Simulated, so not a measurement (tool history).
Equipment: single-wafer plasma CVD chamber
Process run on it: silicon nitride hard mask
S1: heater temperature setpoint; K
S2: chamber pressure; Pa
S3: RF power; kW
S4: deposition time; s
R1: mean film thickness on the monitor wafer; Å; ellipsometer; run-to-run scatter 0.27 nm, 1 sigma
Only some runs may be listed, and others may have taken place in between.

run 1 day=0.000 | S1=653.15 S2=260 S3=0.400 S4=39.6 | R1=604.92
run 2 day=0.162 | S1=653.15 S2=241 S3=0.365 S4=39.1 | R1=545.10
run 3 day=0.338 | S1=653.15 S2=223 S3=0.355 S4=39.0 | R1=519.73
run 4 day=0.588 | S1=653.15 S2=207 S3=0.350 S4=39.0 | R1=510.52
run 5 day=0.625 | S1=653.15 S2=207 S3=0.295 S4=39.0 | R1=431.86
run 6 day=0.900 | S1=646.15 S2=207 S3=0.295 S4=39.0 | R1=431.60

Forecast run 7:
run 7 day=1.054 | S1=646.15 S2=219 S3=0.300 S4=39.0 | R1=?

R1: 447.40 Å
